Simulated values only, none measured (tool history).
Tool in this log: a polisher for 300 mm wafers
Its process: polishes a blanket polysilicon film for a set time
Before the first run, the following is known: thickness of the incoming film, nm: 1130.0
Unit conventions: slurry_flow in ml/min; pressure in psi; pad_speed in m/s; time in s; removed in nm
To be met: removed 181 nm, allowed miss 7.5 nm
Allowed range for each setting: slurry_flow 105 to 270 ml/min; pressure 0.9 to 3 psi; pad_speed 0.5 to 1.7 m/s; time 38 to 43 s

run	day	slurry_flow	pressure	pad_speed	time	removed
1	0	175	1.9	1.1	43	275.18
2	0.246	175	1.8	1.1	43	263.52
3	0.462	175	1.7	1.1	43	251.42
4	0.629	175	1.6	1.1	43	236.53
5	0.754	175	2	1.1	43	294.76
6	1.062	175	1.6	1.1	43	235.42
7	1.367	175	1.5	1.1	43	221.39
8	1.688	175	1.4	1.1	43	207.34
9	2.033	170	1.3	1.1	43	191.3
10	2.221	160	1.3	1.1	43	191.3

4 next moves are on the table. One of them brings every result within its allowed miss. Which?
A	2.408	135	1.2	1.4	41	?
B	2.408	195	1.6	0.9	43	?
C	2.408	160	1.4	1.02	41	?
D	2.408	170	1.3	1.06	39	?

move	removed
A	204.01
B	196.24
C	179.8
D	167.13
A: moves away from the targets compared with the last run
B: moves away from the targets compared with the last run
C: every result lands within tolerance
D: moves the result that the last run missed by most past its target, out the other side
C meets every target.

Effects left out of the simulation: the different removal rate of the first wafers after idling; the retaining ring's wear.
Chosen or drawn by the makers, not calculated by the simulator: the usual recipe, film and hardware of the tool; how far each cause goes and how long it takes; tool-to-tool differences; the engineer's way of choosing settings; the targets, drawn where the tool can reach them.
